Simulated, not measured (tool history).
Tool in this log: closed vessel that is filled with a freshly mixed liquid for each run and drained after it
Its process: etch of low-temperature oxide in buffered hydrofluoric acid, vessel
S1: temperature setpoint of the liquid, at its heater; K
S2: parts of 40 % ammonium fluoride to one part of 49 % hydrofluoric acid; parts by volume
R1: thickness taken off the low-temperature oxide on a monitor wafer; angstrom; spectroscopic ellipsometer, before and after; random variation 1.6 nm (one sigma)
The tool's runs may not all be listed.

{"run": 1, "hour": 0.0, "S1": 295.15, "S2": 11.0, "time in the liquid (s)": 100, "R1": 3359.1}
{"run": 2, "hour": 1.1, "S1": 295.15, "S2": 11.0, "time in the liquid (s)": 105, "R1": 3532.6}
{"run": 3, "hour": 1.8, "S1": 295.15, "S2": 12.5, "time in the liquid (s)": 105, "R1": 3119.7}
{"run": 4, "hour": 9.6, "S1": 294.65, "S2": 12.5, "time in the liquid (s)": 105, "R1": 3028.6}
{"run": 5, "hour": 17.6, "S1": 294.15, "S2": 12.5, "time in the liquid (s)": 105, "R1": 2949.4}
{"run": 6, "hour": 23.1, "S1": 295.65, "S2": 12.5, "time in the liquid (s)": 105, "R1": 3196.7}
{"run": 7, "hour": 28.3, "S1": 295.15, "S2": 13.0, "time in the liquid (s)": 105, "R1": 3001.5}
{"run": 8, "hour": 33.4, "S1": 294.65, "S2": 13.0, "time in the liquid (s)": 105, "R1": 2920.2}
{"run": 9, "hour": 41.6, "S1": 294.15, "S2": 13.0, "time in the liquid (s)": 105, "R1": 2843.8}
{"run": 10, "hour": 47.8, "S1": 293.65, "S2": 13.0, "time in the liquid (s)": 105, "R1": 2757.1}

Expected results for the next run?
{"run": 11, "hour": 51.9, "S1": 293.15, "S2": 13.0, "time in the liquid (s)": 105, "R1": "?"}

Run 11 came out at R1 2661.5 angstrom.
